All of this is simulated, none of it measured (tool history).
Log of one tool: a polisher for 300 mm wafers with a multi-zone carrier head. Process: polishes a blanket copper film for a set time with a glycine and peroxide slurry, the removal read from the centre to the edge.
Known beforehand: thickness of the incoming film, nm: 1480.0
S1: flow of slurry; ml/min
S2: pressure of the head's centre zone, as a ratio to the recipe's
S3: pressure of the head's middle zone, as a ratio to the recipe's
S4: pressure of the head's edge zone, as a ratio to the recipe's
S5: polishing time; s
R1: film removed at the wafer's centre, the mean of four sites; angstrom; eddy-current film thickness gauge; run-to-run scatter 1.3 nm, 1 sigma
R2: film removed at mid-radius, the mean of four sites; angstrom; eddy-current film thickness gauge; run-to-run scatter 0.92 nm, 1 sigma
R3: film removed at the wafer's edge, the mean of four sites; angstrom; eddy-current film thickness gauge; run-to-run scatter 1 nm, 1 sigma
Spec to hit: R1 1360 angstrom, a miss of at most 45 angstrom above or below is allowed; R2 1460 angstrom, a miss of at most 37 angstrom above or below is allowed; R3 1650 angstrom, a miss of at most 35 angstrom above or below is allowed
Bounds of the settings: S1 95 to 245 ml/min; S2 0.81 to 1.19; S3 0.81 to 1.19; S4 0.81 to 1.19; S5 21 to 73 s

run	hour	S1	S2	S3	S4	S5	R1	R2	R3
1	0	155	1	1	1	47	2113.1	2176.6	2178.7
2	8.9	150	0.98	0.98	0.99	46	1980.8	2062	2143.8
3	14	150	1.02	0.98	0.99	46	2058.8	2072.6	2121.6
4	21	145	1.01	0.97	0.98	45	2034.5	1988.9	2065.6
5	23.6	145	1.01	1.02	0.98	45	1993.7	2059.2	2068.4
6	29.1	140	0.99	1.01	0.97	44	1914.1	1973.3	2017.7
7	36.5	140	0.97	1	0.96	43	1787.7	1936.2	1948.6
8	41.8	135	0.96	0.98	0.95	43	1779.3	1886.6	1911.8
9	47.2	130	0.95	0.96	0.95	43	1763.8	1864.2	1901.3
10	50.4	125	0.94	0.95	0.96	42	1649.5	1769.1	1861.6

Consider the 4 candidate settings below. Which is the only one whose results all fall within their allowed miss of target?
A	53.6	230	1.05	1.11	0.83	44	?	?	?
B	53.6	105	0.92	0.93	1.08	36	?	?	?
C	53.6	95	0.88	0.91	1.15	35	?	?	?
D	53.6	110	0.93	0.9	1.02	38	?	?	?

move	R1	R2	R3
A	2190.9	2314.8	1992.6
B	1370.2	1458.5	1636
C	1245.8	1367.5	1606.5
D	1476.4	1513	1703.4
A: misses by more than the last run did
B: all results land within tolerance of their targets
C: the result that was furthest off in the last run now lies on the other side of its target
D: better than the last run, though not everything is in spec
The right move is B.
